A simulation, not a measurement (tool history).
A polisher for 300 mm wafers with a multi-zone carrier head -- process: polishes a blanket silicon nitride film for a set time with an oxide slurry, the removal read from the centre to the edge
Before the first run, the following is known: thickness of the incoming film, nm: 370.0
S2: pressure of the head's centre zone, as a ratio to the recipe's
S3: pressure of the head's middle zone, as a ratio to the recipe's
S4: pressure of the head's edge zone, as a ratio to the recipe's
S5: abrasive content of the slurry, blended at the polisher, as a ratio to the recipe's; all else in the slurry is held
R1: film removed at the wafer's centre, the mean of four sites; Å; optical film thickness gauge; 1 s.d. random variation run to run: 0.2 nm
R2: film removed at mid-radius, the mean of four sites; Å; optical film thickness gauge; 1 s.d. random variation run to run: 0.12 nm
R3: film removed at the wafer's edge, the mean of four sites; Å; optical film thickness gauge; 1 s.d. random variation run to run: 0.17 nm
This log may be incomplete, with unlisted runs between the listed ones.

{"run": 1, "hour": 0.0, "flow of slurry (ml/min)": 175, "S2": 1, "S3": 1, "S4": 1, "S5": 1, "polishing time (s)": 52, "R1": 294.88, "R2": 286.4, "R3": 289.31}
{"run": 2, "hour": 3.9, "flow of slurry (ml/min)": 175, "S2": 1.01, "S3": 1.01, "S4": 0.96, "S5": 0.9, "polishing time (s)": 49, "R1": 271.08, "R2": 265.32, "R3": 257.76}
{"run": 3, "hour": 9.8, "flow of slurry (ml/min)": 175, "S2": 1.02, "S3": 1.01, "S4": 0.93, "S5": 0.8, "polishing time (s)": 46, "R1": 246.78, "R2": 237.94, "R3": 225.69}
{"run": 4, "hour": 15.5, "flow of slurry (ml/min)": 175, "S2": 1.02, "S3": 1.01, "S4": 0.9, "S5": 0.75, "polishing time (s)": 45, "R1": 237.4, "R2": 231.13, "R3": 212.94}
{"run": 5, "hour": 23.1, "flow of slurry (ml/min)": 175, "S2": 1.02, "S3": 0.97, "S4": 0.9, "S5": 0.75, "polishing time (s)": 45, "R1": 240.62, "R2": 220.75, "R3": 214.98}
{"run": 6, "hour": 32.0, "flow of slurry (ml/min)": 190, "S2": 1.02, "S3": 0.97, "S4": 0.9, "S5": 0.75, "polishing time (s)": 45, "R1": 244.95, "R2": 224.91, "R3": 219.96}
{"run": 7, "hour": 37.3, "flow of slurry (ml/min)": 175, "S2": 1.02, "S3": 0.97, "S4": 0.88, "S5": 0.7, "polishing time (s)": 45, "R1": 236.88, "R2": 218.14, "R3": 210.91}
{"run": 8, "hour": 43.4, "flow of slurry (ml/min)": 165, "S2": 1.02, "S3": 0.98, "S4": 0.86, "S5": 0.65, "polishing time (s)": 44, "R1": 220.84, "R2": 207.69, "R3": 198.73}
{"run": 9, "hour": 50.1, "flow of slurry (ml/min)": 160, "S2": 1.03, "S3": 0.99, "S4": 0.85, "S5": 0.6, "polishing time (s)": 43, "R1": 213.24, "R2": 199.45, "R3": 185.06}

Expected results for the next run?
{"run": 10, "hour": 58.9, "flow of slurry (ml/min)": 150, "S2": 1.03, "S3": 1, "S4": 0.84, "S5": 0.6, "polishing time (s)": 43, "R1": "?", "R2": "?", "R3": "?"}

{"run 10": {"R1": 209.57, "R2": 194.92, "R3": 183.55}}
